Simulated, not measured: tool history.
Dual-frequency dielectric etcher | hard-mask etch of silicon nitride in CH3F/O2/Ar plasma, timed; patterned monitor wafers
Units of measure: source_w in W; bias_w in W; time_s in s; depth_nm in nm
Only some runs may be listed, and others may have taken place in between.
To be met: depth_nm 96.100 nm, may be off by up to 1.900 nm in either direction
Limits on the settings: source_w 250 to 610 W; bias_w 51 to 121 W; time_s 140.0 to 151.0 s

Run 1, day 0.000: source_w 430 W, bias_w 86 W, time_s 151.0 s. Result: depth_nm 131.330 nm.
Run 2, day 0.142: source_w 400 W, bias_w 79 W, time_s 149.5 s. Result: depth_nm 121.610 nm.
Run 3, day 0.325: source_w 400 W, bias_w 79 W, time_s 151.0 s. Result: depth_nm 122.260 nm.
Run 4, day 0.617: source_w 400 W, bias_w 79 W, time_s 151.0 s. Result: depth_nm 122.730 nm.
Run 5, day 0.775: source_w 400 W, bias_w 71 W, time_s 151.0 s. Result: depth_nm 115.970 nm.
Run 6, day 0.971: source_w 380 W, bias_w 69 W, time_s 151.0 s. Result: depth_nm 112.100 nm.
Run 7, day 1.254: source_w 360 W, bias_w 68 W, time_s 151.0 s. Result: depth_nm 109.050 nm.
Run 8, day 1.542: source_w 340 W, bias_w 67 W, time_s 151.0 s. Result: depth_nm 105.540 nm.
Run 9, day 1.879: source_w 330 W, bias_w 67 W, time_s 151.0 s. Result: depth_nm 103.760 nm.
Run 10, day 1.954: source_w 320 W, bias_w 67 W, time_s 151.0 s. Result: depth_nm 102.890 nm.
Run 11, day 2.033: source_w 310 W, bias_w 67 W, time_s 151.0 s. Result: depth_nm 101.650 nm.
Run 12, day 2.083: source_w 300 W, bias_w 67 W, time_s 151.0 s. Result: depth_nm 100.360 nm.
Run 13, day 2.275: source_w 290 W, bias_w 67 W, time_s 151.0 s. Result: depth_nm 99.255 nm.

4 next moves are on the table. One of them brings every result within its allowed miss. Which?
Run A, day 2.467: source_w 250 W, bias_w 79 W, time_s 144.5 s. Result: depth_nm ?.
Run B, day 2.467: source_w 290 W, bias_w 81 W, time_s 140.0 s. Result: depth_nm ?.
Run C, day 2.467: source_w 250 W, bias_w 84 W, time_s 149.0 s. Result: depth_nm ?.
Run D, day 2.467: source_w 320 W, bias_w 70 W, time_s 144.5 s. Result: depth_nm ?.

move  depth_nm
   A    97.042
   B   101.180
   C   103.210
   D   101.040
A: in spec on every target
B: misses by more than the last run did
C: misses by more than the last run did
D: misses by more than the last run did
A is the move that brings every result within its allowed miss.
